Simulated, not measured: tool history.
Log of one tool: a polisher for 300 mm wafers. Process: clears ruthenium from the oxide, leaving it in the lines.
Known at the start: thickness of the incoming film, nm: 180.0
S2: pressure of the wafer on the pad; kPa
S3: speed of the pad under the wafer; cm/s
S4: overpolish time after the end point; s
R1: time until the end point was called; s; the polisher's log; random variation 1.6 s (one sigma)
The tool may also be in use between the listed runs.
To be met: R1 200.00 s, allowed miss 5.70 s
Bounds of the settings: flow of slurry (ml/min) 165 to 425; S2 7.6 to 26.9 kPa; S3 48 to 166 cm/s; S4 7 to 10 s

run 1 day=0.000 | flow_of_slurry_(ml/min)=275 S2=17.2 S3=106 S4=10 | R1=122.78
run 2 day=0.333 | flow_of_slurry_(ml/min)=240 S2=17.2 S3=106 S4=10 | R1=125.19
run 3 day=0.712 | flow_of_slurry_(ml/min)=240 S2=17.2 S3=120 S4=10 | R1=109.02
run 4 day=1.062 | flow_of_slurry_(ml/min)=205 S2=17.2 S3=120 S4=10 | R1=112.11
run 5 day=1.238 | flow_of_slurry_(ml/min)=270 S2=17.2 S3=120 S4=10 | R1=109.29
run 6 day=1.604 | flow_of_slurry_(ml/min)=270 S2=14.5 S3=118 S4=10 | R1=128.46
run 7 day=1.742 | flow_of_slurry_(ml/min)=265 S2=12.4 S3=116 S4=10 | R1=149.21
run 8 day=2.108 | flow_of_slurry_(ml/min)=260 S2=11.0 S3=116 S4=10 | R1=162.91
run 9 day=2.296 | flow_of_slurry_(ml/min)=255 S2=10.3 S3=116 S4=10 | R1=171.20
run 10 day=2.358 | flow_of_slurry_(ml/min)=245 S2=9.7 S3=116 S4=10 | R1=181.71
run 11 day=2.429 | flow_of_slurry_(ml/min)=245 S2=9.7 S3=116 S4=10 | R1=184.05
run 12 day=2.738 | flow_of_slurry_(ml/min)=230 S2=9.7 S3=116 S4=10 | R1=183.71
run 13 day=2.812 | flow_of_slurry_(ml/min)=220 S2=9.7 S3=116 S4=10 | R1=186.16
run 14 day=2.888 | flow_of_slurry_(ml/min)=210 S2=9.7 S3=116 S4=10 | R1=184.20
run 15 day=3.200 | flow_of_slurry_(ml/min)=210 S2=8.3 S3=116 S4=10 | R1=211.81
run 16 day=3.358 | flow_of_slurry_(ml/min)=220 S2=8.3 S3=116 S4=10 | R1=212.98
run 17 day=3.479 | flow_of_slurry_(ml/min)=230 S2=8.3 S3=116 S4=10 | R1=206.36
run 18 day=3.842 | flow_of_slurry_(ml/min)=235 S2=8.3 S3=116 S4=10 | R1=207.63
run 19 day=4.108 | flow_of_slurry_(ml/min)=240 S2=8.3 S3=116 S4=10 | R1=206.64
run 20 day=4.412 | flow_of_slurry_(ml/min)=245 S2=8.3 S3=116 S4=10 | R1=205.81

Which of these 5 next moves meets every target?
run A day=4.717 | flow_of_slurry_(ml/min)=260 S2=8.3 S3=120 S4=7 | R1=?
run B day=4.717 | flow_of_slurry_(ml/min)=255 S2=7.6 S3=118 S4=9 | R1=?
run C day=4.717 | flow_of_slurry_(ml/min)=210 S2=8.3 S3=114 S4=8 | R1=?
run D day=4.717 | flow_of_slurry_(ml/min)=360 S2=9.7 S3=96 S4=7 | R1=?
run E day=4.717 | flow_of_slurry_(ml/min)=260 S2=7.6 S3=120 S4=10 | R1=?

move=A R1=197.82
move=B R1=214.93
move=C R1=213.47
move=D R1=211.92
move=E R1=210.99
A: meets every target
B: further off than the last run
C: further off than the last run
D: further off than the last run
E: further off than the last run
The right move is A.
